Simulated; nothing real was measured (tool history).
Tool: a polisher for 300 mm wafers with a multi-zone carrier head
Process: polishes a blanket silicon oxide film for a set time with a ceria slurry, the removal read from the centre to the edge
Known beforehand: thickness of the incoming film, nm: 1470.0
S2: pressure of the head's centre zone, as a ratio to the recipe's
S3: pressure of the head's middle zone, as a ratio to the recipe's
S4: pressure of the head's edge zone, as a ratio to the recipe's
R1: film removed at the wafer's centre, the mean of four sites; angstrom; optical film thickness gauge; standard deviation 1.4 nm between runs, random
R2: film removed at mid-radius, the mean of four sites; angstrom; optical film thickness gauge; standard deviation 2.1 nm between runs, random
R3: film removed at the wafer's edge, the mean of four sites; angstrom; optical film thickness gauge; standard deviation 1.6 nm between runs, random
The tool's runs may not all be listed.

{"run": 1, "hour": 0.0, "flow of slurry (ml/min)": 240, "S2": 1.0, "S3": 1.0, "S4": 1.0, "polishing time (s)": 84, "R1": 3341.0, "R2": 3352.8, "R3": 3326.7}
{"run": 2, "hour": 7.3, "flow of slurry (ml/min)": 245, "S2": 1.02, "S3": 0.99, "S4": 0.97, "polishing time (s)": 76, "R1": 3087.6, "R2": 2991.0, "R3": 3029.0}
{"run": 3, "hour": 10.4, "flow of slurry (ml/min)": 245, "S2": 1.02, "S3": 0.99, "S4": 0.97, "polishing time (s)": 89, "R1": 3617.7, "R2": 3580.7, "R3": 3413.6}
{"run": 4, "hour": 17.7, "flow of slurry (ml/min)": 245, "S2": 1.02, "S3": 0.99, "S4": 0.92, "polishing time (s)": 89, "R1": 3613.3, "R2": 3464.6, "R3": 3364.8}
{"run": 5, "hour": 23.2, "flow of slurry (ml/min)": 245, "S2": 1.02, "S3": 0.99, "S4": 0.92, "polishing time (s)": 108, "R1": 4341.2, "R2": 4240.6, "R3": 4061.2}
{"run": 6, "hour": 31.6, "flow of slurry (ml/min)": 245, "S2": 1.02, "S3": 0.99, "S4": 0.92, "polishing time (s)": 97, "R1": 3937.2, "R2": 3890.4, "R3": 3727.7}
{"run": 7, "hour": 34.0, "flow of slurry (ml/min)": 225, "S2": 1.04, "S3": 0.99, "S4": 0.9, "polishing time (s)": 85, "R1": 3509.7, "R2": 3392.3, "R3": 3213.1}
{"run": 8, "hour": 36.7, "flow of slurry (ml/min)": 210, "S2": 1.05, "S3": 0.98, "S4": 0.88, "polishing time (s)": 76, "R1": 3097.2, "R2": 2978.0, "R3": 2799.5}
{"run": 9, "hour": 37.4, "flow of slurry (ml/min)": 205, "S2": 1.06, "S3": 0.97, "S4": 0.87, "polishing time (s)": 70, "R1": 2885.4, "R2": 2653.2, "R3": 2529.2}
{"run": 10, "hour": 38.1, "flow of slurry (ml/min)": 195, "S2": 1.06, "S3": 0.96, "S4": 0.86, "polishing time (s)": 66, "R1": 2703.1, "R2": 2459.8, "R3": 2448.4}
{"run": 11, "hour": 45.2, "flow of slurry (ml/min)": 205, "S2": 1.07, "S3": 0.97, "S4": 0.85, "polishing time (s)": 61, "R1": 2550.2, "R2": 2271.1, "R3": 2228.6}
{"run": 12, "hour": 50.5, "flow of slurry (ml/min)": 210, "S2": 1.07, "S3": 0.98, "S4": 0.84, "polishing time (s)": 59, "R1": 2431.8, "R2": 2235.7, "R3": 2150.7}
{"run": 13, "hour": 55.4, "flow of slurry (ml/min)": 210, "S2": 1.08, "S3": 0.98, "S4": 0.83, "polishing time (s)": 57, "R1": 2391.7, "R2": 2152.9, "R3": 2066.8}
{"run": 14, "hour": 58.8, "flow of slurry (ml/min)": 215, "S2": 1.09, "S3": 0.98, "S4": 0.83, "polishing time (s)": 56, "R1": 2399.2, "R2": 2138.2, "R3": 2057.6}
{"run": 15, "hour": 60.7, "flow of slurry (ml/min)": 215, "S2": 1.09, "S3": 0.98, "S4": 0.83, "polishing time (s)": 55, "R1": 2358.7, "R2": 2146.4, "R3": 2025.3}
{"run": 16, "hour": 64.9, "flow of slurry (ml/min)": 215, "S2": 1.1, "S3": 0.98, "S4": 0.83, "polishing time (s)": 54, "R1": 2350.2, "R2": 2085.8, "R3": 1931.5}

Run 17 has not been measured yet. What should we expect?
{"run": 17, "hour": 68.1, "flow of slurry (ml/min)": 215, "S2": 1.1, "S3": 0.98, "S4": 0.83, "polishing time (s)": 53, "R1": "?", "R2": "?", "R3": "?"}

R1: 2263.1 angstrom
R2: 2055.4 angstrom
R3: 1929.2 angstrom

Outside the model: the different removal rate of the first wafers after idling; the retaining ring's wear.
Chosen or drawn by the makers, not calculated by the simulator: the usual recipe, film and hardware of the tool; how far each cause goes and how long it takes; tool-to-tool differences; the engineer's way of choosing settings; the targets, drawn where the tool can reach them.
